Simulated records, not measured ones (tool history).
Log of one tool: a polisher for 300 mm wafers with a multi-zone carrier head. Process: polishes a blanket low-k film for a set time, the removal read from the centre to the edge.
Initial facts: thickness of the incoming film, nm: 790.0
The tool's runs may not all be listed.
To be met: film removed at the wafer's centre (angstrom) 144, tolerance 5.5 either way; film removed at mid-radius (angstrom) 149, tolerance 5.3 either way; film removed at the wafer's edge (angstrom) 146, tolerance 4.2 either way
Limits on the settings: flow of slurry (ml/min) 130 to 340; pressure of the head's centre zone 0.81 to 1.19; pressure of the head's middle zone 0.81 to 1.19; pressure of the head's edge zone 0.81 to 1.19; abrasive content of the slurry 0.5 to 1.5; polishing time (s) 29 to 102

run,day,flow of slurry (ml/min),pressure of the head's centre zone,pressure of the head's middle zone,pressure of the head's edge zone,abrasive content of the slurry,polishing time (s),film removed at the wafer's centre (angstrom),film removed at mid-radius (angstrom),film removed at the wafer's edge (angstrom)
1,0,220,1,1,1,1,65,162.35,160.73,173.16
2,0.354,220,1,1,0.95,1,65,161.16,165.89,166.61
3,0.625,220,1,1,1.02,1,65,160.55,163.55,173.12
4,0.896,180,1,1,1.02,1,65,158.04,160.74,170.14
5,1.133,175,0.99,0.99,0.97,0.95,65,153.83,156.97,161.32
6,1.333,170,0.98,0.98,0.94,0.9,65,148.26,149.83,155.04
7,1.621,165,0.98,0.98,0.92,0.9,65,148.92,150.24,153.3
8,1.975,160,0.97,0.98,0.9,0.9,65,145.89,150.52,152.6
9,2.192,160,0.97,0.98,0.88,0.9,65,146.17,152.7,151.02

Pick the move, out of 5, that brings all results within their allowed miss; only one does.
A,2.408,230,1.08,0.92,0.83,0.65,69,?,?,?
B,2.408,180,1.05,1.09,0.81,0.9,65,?,?,?
C,2.408,150,0.94,0.88,0.85,0.95,68,?,?,?
D,2.408,165,1.01,1.03,0.81,0.85,63,?,?,?
E,2.408,130,0.96,0.97,0.81,1.05,62,?,?,?

move,film removed at the wafer's centre (angstrom),film removed at mid-radius (angstrom),film removed at the wafer's edge (angstrom)
A,154.93,136.88,138.19
B,160.81,164.36,146.64
C,151.23,149.97,158.93
D,145.03,148.4,138.04
E,144.91,150.23,146.41
A: carries the result that was furthest off beyond its target, to the other side
B: puts the biggest miss on target and leaves a different result outside tolerance
C: the biggest miss grows against the last run
D: carries the result that was furthest off beyond its target, to the other side
E: every result lands within tolerance
Move E is the one to make.
